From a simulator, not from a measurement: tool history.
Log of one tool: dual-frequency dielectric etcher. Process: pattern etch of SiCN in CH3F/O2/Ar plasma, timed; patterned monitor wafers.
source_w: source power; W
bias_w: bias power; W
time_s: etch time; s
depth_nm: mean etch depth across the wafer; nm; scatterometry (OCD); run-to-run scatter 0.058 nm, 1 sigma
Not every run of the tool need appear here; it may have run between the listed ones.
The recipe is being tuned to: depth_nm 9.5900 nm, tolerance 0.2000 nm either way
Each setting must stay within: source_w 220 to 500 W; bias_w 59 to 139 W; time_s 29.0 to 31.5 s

run 1 hour=0.0 | source_w=360 bias_w=99 time_s=31.5 | depth_nm=12.2630
run 2 hour=5.1 | source_w=360 bias_w=83 time_s=31.5 | depth_nm=11.3560
run 3 hour=13.4 | source_w=360 bias_w=83 time_s=31.5 | depth_nm=11.1740
run 4 hour=20.0 | source_w=360 bias_w=100 time_s=31.5 | depth_nm=12.3540
run 5 hour=27.3 | source_w=330 bias_w=94 time_s=31.5 | depth_nm=11.5300
run 6 hour=31.8 | source_w=310 bias_w=90 time_s=31.5 | depth_nm=10.9240
run 7 hour=32.8 | source_w=290 bias_w=89 time_s=31.5 | depth_nm=10.4420
run 8 hour=35.2 | source_w=280 bias_w=89 time_s=31.5 | depth_nm=10.3180
run 9 hour=36.3 | source_w=270 bias_w=89 time_s=31.5 | depth_nm=10.0810
run 10 hour=39.8 | source_w=230 bias_w=87 time_s=31.5 | depth_nm=9.2921

Exactly one of the 4 candidate moves below puts every result within its allowed miss. Which one?
run A hour=43.3 | source_w=260 bias_w=91 time_s=30.0 | depth_nm=?
run B hour=43.3 | source_w=230 bias_w=76 time_s=31.5 | depth_nm=?
run C hour=43.3 | source_w=250 bias_w=89 time_s=29.0 | depth_nm=?
run D hour=43.3 | source_w=280 bias_w=93 time_s=30.5 | depth_nm=?

move=A depth_nm=9.5127
move=B depth_nm=8.6449
move=C depth_nm=8.9231
move=D depth_nm=10.1370
A: every result within its allowed miss
B: the biggest miss grows against the last run
C: the biggest miss grows against the last run
D: takes the result that was furthest off past its target
The move that meets every target is A.
